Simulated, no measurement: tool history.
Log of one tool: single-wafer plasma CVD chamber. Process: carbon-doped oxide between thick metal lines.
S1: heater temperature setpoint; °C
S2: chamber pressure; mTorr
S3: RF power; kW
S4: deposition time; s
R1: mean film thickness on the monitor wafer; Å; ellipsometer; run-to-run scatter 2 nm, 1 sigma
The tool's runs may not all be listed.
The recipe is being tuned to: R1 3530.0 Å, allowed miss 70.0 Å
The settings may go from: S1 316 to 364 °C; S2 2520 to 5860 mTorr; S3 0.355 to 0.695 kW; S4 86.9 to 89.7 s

run,hour,S1,S2,S3,S4,R1
1,0.0,340,4190,0.525,86.9,4265.0
2,4.9,340,4190,0.490,86.9,4000.6
3,8.6,342,3970,0.480,86.9,3909.8
4,15.7,350,3970,0.480,86.9,3816.3
5,24.3,350,4340,0.480,86.9,3910.3
6,30.0,345,4340,0.480,86.9,3921.6
7,32.8,347,3500,0.405,86.9,3155.1
8,41.1,335,4160,0.410,86.9,3359.7
9,41.9,335,4270,0.410,86.9,3390.1

4 next moves are on the table. One of them brings every result within its allowed miss. Which?
A,42.7,343,3300,0.450,86.9,?
B,42.7,336,5040,0.400,86.9,?
C,42.7,328,4780,0.400,86.9,?
D,42.7,339,4870,0.395,89.2,?

move,R1
A,3522.1
B,3312.8
C,3358.1
D,3305.7
A: every result within its allowed miss
B: its largest miss is bigger than the last run's
C: its largest miss is bigger than the last run's
D: its largest miss is bigger than the last run's
So the answer is move A, the one that meets all the targets.

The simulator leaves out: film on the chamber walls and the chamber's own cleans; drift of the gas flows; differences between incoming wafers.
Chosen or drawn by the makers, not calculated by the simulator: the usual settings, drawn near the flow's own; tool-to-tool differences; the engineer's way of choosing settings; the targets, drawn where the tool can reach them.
